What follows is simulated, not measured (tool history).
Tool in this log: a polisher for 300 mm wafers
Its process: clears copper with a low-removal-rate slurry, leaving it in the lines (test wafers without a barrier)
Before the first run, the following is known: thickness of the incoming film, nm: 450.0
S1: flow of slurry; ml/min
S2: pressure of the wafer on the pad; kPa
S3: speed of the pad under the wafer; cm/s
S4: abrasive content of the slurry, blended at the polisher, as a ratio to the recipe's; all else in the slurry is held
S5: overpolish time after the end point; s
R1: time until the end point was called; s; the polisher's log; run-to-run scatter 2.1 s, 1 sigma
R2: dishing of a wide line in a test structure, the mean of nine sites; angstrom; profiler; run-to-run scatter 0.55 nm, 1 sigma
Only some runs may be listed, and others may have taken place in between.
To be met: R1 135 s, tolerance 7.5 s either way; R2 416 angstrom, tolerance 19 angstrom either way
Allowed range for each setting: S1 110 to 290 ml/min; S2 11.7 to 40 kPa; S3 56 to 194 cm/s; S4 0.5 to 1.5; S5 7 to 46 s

Run 1, day 0: S1 185 ml/min, S2 25.5 kPa, S3 124 cm/s, S4 1, S5 24 s. Result: R1 102.56 s, R2 600.17 angstrom.
Run 2, day 0.046: S1 185 ml/min, S2 25.5 kPa, S3 156 cm/s, S4 1, S5 24 s. Result: R1 83.372 s, R2 672.19 angstrom.
Run 3, day 0.379: S1 185 ml/min, S2 25.5 kPa, S3 156 cm/s, S4 1, S5 30 s. Result: R1 83.97 s, R2 772.52 angstrom.
Run 4, day 0.608: S1 185 ml/min, S2 23.4 kPa, S3 156 cm/s, S4 1, S5 28 s. Result: R1 88.677 s, R2 711.87 angstrom.
Run 5, day 0.775: S1 185 ml/min, S2 23.4 kPa, S3 156 cm/s, S4 0.8, S5 28 s. Result: R1 89.789 s, R2 694.44 angstrom.
Run 6, day 1.138: S1 185 ml/min, S2 22.1 kPa, S3 154 cm/s, S4 0.8, S5 26 s. Result: R1 93.797 s, R2 654.69 angstrom.
Run 7, day 1.512: S1 185 ml/min, S2 20.7 kPa, S3 152 cm/s, S4 0.8, S5 24 s. Result: R1 101.2 s, R2 595.07 angstrom.
Run 8, day 1.638: S1 185 ml/min, S2 19.3 kPa, S3 152 cm/s, S4 0.8, S5 23 s. Result: R1 100.68 s, R2 546.26 angstrom.
Run 9, day 1.971: S1 185 ml/min, S2 17.9 kPa, S3 150 cm/s, S4 0.8, S5 23 s. Result: R1 109.49 s, R2 537.46 angstrom.
Run 10, day 2.204: S1 185 ml/min, S2 17.2 kPa, S3 150 cm/s, S4 0.8, S5 22 s. Result: R1 112.46 s, R2 502.2 angstrom.
Run 11, day 2.304: S1 185 ml/min, S2 17.2 kPa, S3 150 cm/s, S4 0.8, S5 22 s. Result: R1 111.92 s, R2 512.8 angstrom.
Run 12, day 2.633: S1 185 ml/min, S2 16.5 kPa, S3 150 cm/s, S4 0.8, S5 22 s. Result: R1 113.01 s, R2 499.97 angstrom.
Run 13, day 2.883: S1 185 ml/min, S2 15.9 kPa, S3 150 cm/s, S4 0.8, S5 22 s. Result: R1 116.1 s, R2 509.69 angstrom.
Run 14, day 3.217: S1 185 ml/min, S2 15.9 kPa, S3 150 cm/s, S4 0.8, S5 22 s. Result: R1 119.69 s, R2 489.38 angstrom.
Run 15, day 3.404: S1 185 ml/min, S2 15.2 kPa, S3 150 cm/s, S4 0.8, S5 22 s. Result: R1 122.39 s, R2 474.89 angstrom.
Run 16, day 3.479: S1 185 ml/min, S2 14.5 kPa, S3 150 cm/s, S4 0.8, S5 22 s. Result: R1 125.02 s, R2 482.81 angstrom.
Run 17, day 3.604: S1 185 ml/min, S2 14.5 kPa, S3 150 cm/s, S4 0.8, S5 22 s. Result: R1 123.47 s, R2 487.76 angstrom.
Run 18, day 3.779: S1 185 ml/min, S2 13.8 kPa, S3 150 cm/s, S4 0.8, S5 21 s. Result: R1 126.48 s, R2 456.42 angstrom.

4 next moves are on the table. One of them brings every result within its allowed miss. Which?
Run A, day 3.954: S1 200 ml/min, S2 14.5 kPa, S3 148 cm/s, S4 0.9, S5 18 s. Result: R1 ?, R2 ?.
Run B, day 3.954: S1 190 ml/min, S2 11.7 kPa, S3 174 cm/s, S4 1.1, S5 19 s. Result: R1 ?, R2 ?.
Run C, day 3.954: S1 200 ml/min, S2 12.4 kPa, S3 146 cm/s, S4 0.8, S5 20 s. Result: R1 ?, R2 ?.
Run D, day 3.954: S1 190 ml/min, S2 14.5 kPa, S3 160 cm/s, S4 0.7, S5 21 s. Result: R1 ?, R2 ?.

move      R1      R2
   A  123.28  426.38
   B  113.09  467.78
   C  137.93   421.9
   D  120.67  483.55
A: brings the result that was furthest off to its target, and leaves another outside
B: further off than the last run
C: every result lands within tolerance
D: further off than the last run
Go with C: it meets all targets.
